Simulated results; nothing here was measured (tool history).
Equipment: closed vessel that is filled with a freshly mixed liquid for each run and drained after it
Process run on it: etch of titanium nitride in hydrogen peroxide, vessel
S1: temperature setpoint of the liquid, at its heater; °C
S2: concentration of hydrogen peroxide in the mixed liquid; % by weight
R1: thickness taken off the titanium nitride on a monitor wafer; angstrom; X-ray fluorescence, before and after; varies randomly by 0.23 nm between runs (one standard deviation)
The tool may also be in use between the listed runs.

{"run": 1, "day": 0.0, "S1": 48.0, "S2": 20.0, "time in the liquid (s)": 2625, "R1": 735.62}
{"run": 2, "day": 0.371, "S1": 48.0, "S2": 20.0, "time in the liquid (s)": 2830, "R1": 798.19}
{"run": 3, "day": 0.604, "S1": 52.5, "S2": 20.0, "time in the liquid (s)": 2830, "R1": 1105.9}
{"run": 4, "day": 0.754, "S1": 52.5, "S2": 20.0, "time in the liquid (s)": 2830, "R1": 1121.9}
{"run": 5, "day": 0.879, "S1": 52.5, "S2": 22.0, "time in the liquid (s)": 2830, "R1": 1125.8}
{"run": 6, "day": 0.971, "S1": 55.0, "S2": 22.0, "time in the liquid (s)": 2830, "R1": 1337.8}
{"run": 7, "day": 1.012, "S1": 51.0, "S2": 22.0, "time in the liquid (s)": 2830, "R1": 1005.8}
{"run": 8, "day": 1.042, "S1": 48.0, "S2": 22.0, "time in the liquid (s)": 2830, "R1": 812.98}
{"run": 9, "day": 1.358, "S1": 45.5, "S2": 22.0, "time in the liquid (s)": 2830, "R1": 675.36}

Run 10 has not been measured yet. What should we expect?
{"run": 10, "day": 1.429, "S1": 43.5, "S2": 22.0, "time in the liquid (s)": 2830, "R1": "?"}

{"run 10": {"R1": 586.45}}
